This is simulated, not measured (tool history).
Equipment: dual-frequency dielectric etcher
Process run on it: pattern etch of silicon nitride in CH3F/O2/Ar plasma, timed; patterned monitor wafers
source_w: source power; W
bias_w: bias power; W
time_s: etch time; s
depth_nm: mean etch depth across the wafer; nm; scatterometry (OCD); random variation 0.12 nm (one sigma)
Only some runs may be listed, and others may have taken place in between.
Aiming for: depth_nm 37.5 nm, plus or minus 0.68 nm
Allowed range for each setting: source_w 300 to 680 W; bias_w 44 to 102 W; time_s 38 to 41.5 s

run,day,source_w,bias_w,time_s,depth_nm
1,0,490,73,41.5,33.479
2,0.071,490,68,41.5,32.498
3,0.167,510,69,41.5,33.256
4,0.45,510,69,41.5,33.079
5,0.55,510,59,41.5,31.408
6,0.667,510,66,41.5,32.72
7,0.708,530,67,41.5,33.128
8,0.996,550,68,41.5,34.2
9,1.129,560,68,41.5,34.233
10,1.267,570,68,41.5,34.524
11,1.304,580,68,41.5,34.873
12,1.562,590,68,41.5,35.064
13,1.925,600,68,41.5,35.428
14,2.033,610,68,41.5,35.696
15,2.217,620,68,41.5,35.903

Of the 4 settings listed for the next run, only one would bring every result within its allowed miss of target. Which one?
A,2.4,650,73,40,?
B,2.4,610,89,40,?
C,2.4,680,71,38,?
D,2.4,600,74,39,?

move,depth_nm
A,36.148
B,37.667
C,34.671
D,34.246
A: closer than the last run, but not yet in spec
B: every result lands within tolerance
C: further off than the last run
D: further off than the last run
Move B is the one to make.
